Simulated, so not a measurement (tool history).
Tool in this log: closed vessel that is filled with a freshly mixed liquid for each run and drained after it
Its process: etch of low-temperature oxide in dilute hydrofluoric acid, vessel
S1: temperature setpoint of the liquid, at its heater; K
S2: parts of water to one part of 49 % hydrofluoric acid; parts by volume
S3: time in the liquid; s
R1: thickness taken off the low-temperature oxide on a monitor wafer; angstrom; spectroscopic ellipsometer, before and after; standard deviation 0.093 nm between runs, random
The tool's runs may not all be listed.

run,hour,S1,S2,S3,R1
1,0,296.15,245,525,252.34
2,8.4,294.15,270,525,206.75
3,10.8,292.65,270,525,195.14
4,16.5,291.65,285,525,174.44
5,22.2,291.65,215,525,250.61
6,23.5,291.65,180,525,306.39
7,26.3,291.15,225,525,229.59

What does the tool deliver on the next run?
8,31.4,290.65,250,525,?

Run 8 produced R1 199.16 angstrom.

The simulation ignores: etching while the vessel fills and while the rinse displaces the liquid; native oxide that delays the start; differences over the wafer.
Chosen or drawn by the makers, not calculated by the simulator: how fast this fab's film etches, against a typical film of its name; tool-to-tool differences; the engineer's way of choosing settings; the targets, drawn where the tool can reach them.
